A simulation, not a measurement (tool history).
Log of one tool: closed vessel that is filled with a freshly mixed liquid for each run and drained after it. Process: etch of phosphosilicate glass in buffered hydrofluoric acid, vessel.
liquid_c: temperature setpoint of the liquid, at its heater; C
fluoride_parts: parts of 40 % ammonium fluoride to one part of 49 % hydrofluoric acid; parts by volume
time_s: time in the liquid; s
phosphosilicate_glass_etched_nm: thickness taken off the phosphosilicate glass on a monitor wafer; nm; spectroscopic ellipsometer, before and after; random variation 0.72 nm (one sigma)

| run | hour | liquid_c | fluoride_parts | time_s | phosphosilicate_glass_etched_nm |
|---|---|---|---|---|---|
| 1 | 0.0 | 20.0 | 12.0 | 35 | 103.30 |
| 2 | 7.4 | 19.5 | 12.0 | 35 | 100.68 |
| 3 | 11.5 | 19.5 | 10.0 | 35 | 120.25 |
| 4 | 14.8 | 19.5 | 10.0 | 30 | 102.87 |
| 5 | 20.5 | 19.5 | 10.0 | 35 | 117.50 |
| 6 | 22.3 | 19.5 | 7.5 | 35 | 154.52 |
| 7 | 25.5 | 19.0 | 8.5 | 35 | 131.36 |
| 8 | 31.5 | 18.5 | 9.0 | 35 | 119.74 |

Run 9 comes next. What will it give?
| 9 | 34.0 | 18.5 | 9.5 | 35 | ? |

Run 9 gave phosphosilicate_glass_etched_nm 113.98 nm.
